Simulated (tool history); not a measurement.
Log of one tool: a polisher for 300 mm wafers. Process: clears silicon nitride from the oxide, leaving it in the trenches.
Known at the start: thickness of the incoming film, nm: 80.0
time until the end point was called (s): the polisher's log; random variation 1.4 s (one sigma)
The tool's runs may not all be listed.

| run | hour | flow of slurry (ml/min) | pressure of the wafer on the pad (psi) | speed of the pad under the wafer (cm/s) | overpolish time after the end point (s) | time until the end point was called (s) |
|---|---|---|---|---|---|---|
| 1 | 0.0 | 145 | 2.9 | 104 | 16 | 91.595 |
| 2 | 5.2 | 115 | 2.9 | 104 | 16 | 96.217 |
| 3 | 14.0 | 135 | 2.9 | 104 | 16 | 92.553 |
| 4 | 17.6 | 135 | 2.8 | 104 | 16 | 96.110 |
| 5 | 20.7 | 135 | 2.8 | 104 | 16 | 95.274 |
| 6 | 25.8 | 110 | 2.8 | 104 | 16 | 98.351 |
| 7 | 28.3 | 110 | 2.7 | 104 | 16 | 100.970 |

Forecast run 8:
| 8 | 36.1 | 110 | 2.6 | 104 | 16 | ? |

{"run 8": {"time until the end point was called (s)": 105.76}}
